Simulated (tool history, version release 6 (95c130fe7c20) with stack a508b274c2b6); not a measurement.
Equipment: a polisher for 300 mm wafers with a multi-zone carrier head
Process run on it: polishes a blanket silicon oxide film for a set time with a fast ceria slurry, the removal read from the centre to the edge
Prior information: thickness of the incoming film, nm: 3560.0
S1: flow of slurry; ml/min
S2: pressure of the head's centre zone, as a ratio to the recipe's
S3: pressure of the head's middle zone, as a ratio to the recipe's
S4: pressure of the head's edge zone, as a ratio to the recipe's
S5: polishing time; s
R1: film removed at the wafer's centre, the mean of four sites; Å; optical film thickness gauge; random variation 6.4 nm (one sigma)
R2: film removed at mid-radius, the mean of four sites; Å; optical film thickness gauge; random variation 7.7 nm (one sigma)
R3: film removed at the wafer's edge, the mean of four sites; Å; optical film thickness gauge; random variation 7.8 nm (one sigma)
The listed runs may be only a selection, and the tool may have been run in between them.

run  hour   S1    S2    S3    S4  S5      R1      R2      R3
  1   0.0  140  1.00  1.00  1.00  57  5766.1  5907.6  6019.8
  2   3.7  140  1.00  1.00  1.00  70  7004.0  7147.6  7293.1
  3  12.6  120  1.00  1.00  1.00  70  6773.9  6885.3  7199.6
  4  20.7  145  1.00  1.04  0.98  70  7246.8  7494.8  7129.2
  5  22.7  160  0.98  1.07  0.99  70  7051.3  7987.9  7350.5
  6  30.8  175  0.99  1.08  0.98  70  7430.2  8051.5  7503.5
  7  36.4  180  0.99  1.11  0.96  70  7477.0  8442.4  7526.3

What does the tool deliver on the next run?
  8  41.7  210  1.01  1.16  0.87  69   ?   ?   ?

Run 8 yielded R1 7764.2 Å, R2 8590.1 Å, R3 7244.0 Å.

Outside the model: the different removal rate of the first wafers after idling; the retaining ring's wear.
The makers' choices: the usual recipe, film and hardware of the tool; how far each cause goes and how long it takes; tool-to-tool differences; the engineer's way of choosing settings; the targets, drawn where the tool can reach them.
